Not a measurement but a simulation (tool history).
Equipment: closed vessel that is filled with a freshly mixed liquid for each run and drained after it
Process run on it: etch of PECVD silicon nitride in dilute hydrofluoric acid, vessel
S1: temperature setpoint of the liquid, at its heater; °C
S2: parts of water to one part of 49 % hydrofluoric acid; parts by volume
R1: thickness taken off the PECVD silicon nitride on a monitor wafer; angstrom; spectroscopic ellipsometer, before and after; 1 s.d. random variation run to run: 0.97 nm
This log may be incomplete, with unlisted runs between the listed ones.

{"run": 1, "day": 0.0, "S1": 23.0, "S2": 110, "time in the liquid (s)": 2910, "R1": 963.16}
{"run": 2, "day": 0.258, "S1": 23.0, "S2": 80, "time in the liquid (s)": 2910, "R1": 1309.6}
{"run": 3, "day": 0.375, "S1": 22.5, "S2": 80, "time in the liquid (s)": 2910, "R1": 1274.3}
{"run": 4, "day": 0.471, "S1": 19.5, "S2": 80, "time in the liquid (s)": 2910, "R1": 1043.4}
{"run": 5, "day": 0.792, "S1": 19.5, "S2": 80, "time in the liquid (s)": 2910, "R1": 1034.4}
{"run": 6, "day": 1.129, "S1": 19.5, "S2": 95, "time in the liquid (s)": 2910, "R1": 885.98}
{"run": 7, "day": 1.233, "S1": 20.0, "S2": 95, "time in the liquid (s)": 2910, "R1": 904.6}
{"run": 8, "day": 1.425, "S1": 20.5, "S2": 95, "time in the liquid (s)": 2910, "R1": 946.14}

What does the tool deliver on the next run?
{"run": 9, "day": 1.533, "S1": 20.5, "S2": 95, "time in the liquid (s)": 2910, "R1": "?"}

{"run 9": {"R1": 956.94}}
